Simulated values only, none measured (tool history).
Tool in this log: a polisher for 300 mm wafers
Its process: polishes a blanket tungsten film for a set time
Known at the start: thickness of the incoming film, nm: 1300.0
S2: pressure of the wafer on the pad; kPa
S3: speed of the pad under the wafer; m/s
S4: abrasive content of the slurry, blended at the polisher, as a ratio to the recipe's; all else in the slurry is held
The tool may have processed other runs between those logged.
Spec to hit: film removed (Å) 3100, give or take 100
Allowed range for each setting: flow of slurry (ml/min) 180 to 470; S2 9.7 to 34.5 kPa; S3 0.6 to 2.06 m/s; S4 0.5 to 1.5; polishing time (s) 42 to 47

{"run": 1, "hour": 0.0, "flow of slurry (ml/min)": 300, "S2": 22.1, "S3": 1.32, "S4": 1, "polishing time (s)": 47, "film removed (Å)": 2383.7}
{"run": 2, "hour": 1.7, "flow of slurry (ml/min)": 330, "S2": 22.1, "S3": 1.32, "S4": 1, "polishing time (s)": 47, "film removed (Å)": 2416.7}
{"run": 3, "hour": 4.1, "flow of slurry (ml/min)": 330, "S2": 23.4, "S3": 1.32, "S4": 1, "polishing time (s)": 47, "film removed (Å)": 2517.6}
{"run": 4, "hour": 7.7, "flow of slurry (ml/min)": 330, "S2": 21.4, "S3": 1.32, "S4": 1, "polishing time (s)": 47, "film removed (Å)": 2342.1}
{"run": 5, "hour": 10.0, "flow of slurry (ml/min)": 385, "S2": 21.4, "S3": 1.32, "S4": 1, "polishing time (s)": 47, "film removed (Å)": 2357.5}
{"run": 6, "hour": 13.9, "flow of slurry (ml/min)": 385, "S2": 22.8, "S3": 1.32, "S4": 1, "polishing time (s)": 47, "film removed (Å)": 2481.5}
{"run": 7, "hour": 19.2, "flow of slurry (ml/min)": 385, "S2": 24.1, "S3": 1.32, "S4": 1, "polishing time (s)": 47, "film removed (Å)": 2557.7}
{"run": 8, "hour": 26.7, "flow of slurry (ml/min)": 385, "S2": 25.5, "S3": 1.32, "S4": 1, "polishing time (s)": 47, "film removed (Å)": 2738.4}
{"run": 9, "hour": 32.9, "flow of slurry (ml/min)": 385, "S2": 26.2, "S3": 1.32, "S4": 1, "polishing time (s)": 47, "film removed (Å)": 2807.8}

Consider the 5 candidate settings below. Which is the only one whose results all fall within their allowed miss of target?
{"run": "A", "hour": 39.1, "flow of slurry (ml/min)": 370, "S2": 25.5, "S3": 1.58, "S4": 1.05, "polishing time (s)": 45, "film removed (Å)": "?"}
{"run": "B", "hour": 39.1, "flow of slurry (ml/min)": 335, "S2": 24.1, "S3": 1.56, "S4": 0.8, "polishing time (s)": 47, "film removed (Å)": "?"}
{"run": "C", "hour": 39.1, "flow of slurry (ml/min)": 400, "S2": 29, "S3": 1.66, "S4": 0.95, "polishing time (s)": 45, "film removed (Å)": "?"}
{"run": "D", "hour": 39.1, "flow of slurry (ml/min)": 335, "S2": 30.3, "S3": 1.28, "S4": 1.25, "polishing time (s)": 46, "film removed (Å)": "?"}
{"run": "E", "hour": 39.1, "flow of slurry (ml/min)": 400, "S2": 26.9, "S3": 1.58, "S4": 1.1, "polishing time (s)": 46, "film removed (Å)": "?"}

move=A film_removed_(Å)=3027.3
move=B film_removed_(Å)=2679
move=C film_removed_(Å)=3421.8
move=D film_removed_(Å)=3235.7
move=E film_removed_(Å)=3311.5
A: all results land within tolerance of their targets
B: moves away from the targets compared with the last run
C: the result that was furthest off in the last run now lies on the other side of its target
D: the result that was furthest off in the last run now lies on the other side of its target
E: the result that was furthest off in the last run now lies on the other side of its target
Answer: A

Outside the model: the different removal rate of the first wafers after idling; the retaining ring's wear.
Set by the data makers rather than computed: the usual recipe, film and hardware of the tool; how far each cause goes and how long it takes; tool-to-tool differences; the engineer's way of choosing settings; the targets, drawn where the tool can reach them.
